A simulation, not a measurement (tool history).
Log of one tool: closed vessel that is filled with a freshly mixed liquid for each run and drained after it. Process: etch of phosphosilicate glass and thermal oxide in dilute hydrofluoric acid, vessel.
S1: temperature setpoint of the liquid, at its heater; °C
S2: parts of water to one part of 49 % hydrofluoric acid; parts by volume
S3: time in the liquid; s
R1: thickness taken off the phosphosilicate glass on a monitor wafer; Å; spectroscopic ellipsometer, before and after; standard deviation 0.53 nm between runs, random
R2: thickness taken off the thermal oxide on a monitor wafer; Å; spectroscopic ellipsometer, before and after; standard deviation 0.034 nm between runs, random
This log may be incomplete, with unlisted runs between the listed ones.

run 1 day=0.000 | S1=22.0 S2=145 S3=75 | R1=406.41 R2=21.4440
run 2 day=0.179 | S1=23.0 S2=145 S3=75 | R1=429.88 R2=22.1180
run 3 day=0.442 | S1=23.5 S2=140 S3=75 | R1=459.76 R2=23.7540
run 4 day=0.683 | S1=23.5 S2=140 S3=55 | R1=333.06 R2=17.4370
run 5 day=1.071 | S1=20.0 S2=140 S3=55 | R1=288.79 R2=15.2360
run 6 day=1.267 | S1=20.0 S2=140 S3=30 | R1=157.50 R2=8.1409
run 7 day=1.388 | S1=21.0 S2=125 S3=30 | R1=187.02 R2=9.6825
run 8 day=1.575 | S1=22.0 S2=115 S3=30 | R1=214.02 R2=11.3360
run 9 day=1.779 | S1=23.0 S2=105 S3=30 | R1=247.88 R2=12.8740

Run 10 has not been measured yet. What should we expect?
run 10 day=1.842 | S1=24.0 S2=95 S3=30 | R1=? R2=?

R1: 286.46 Å
R2: 15.3580 Å
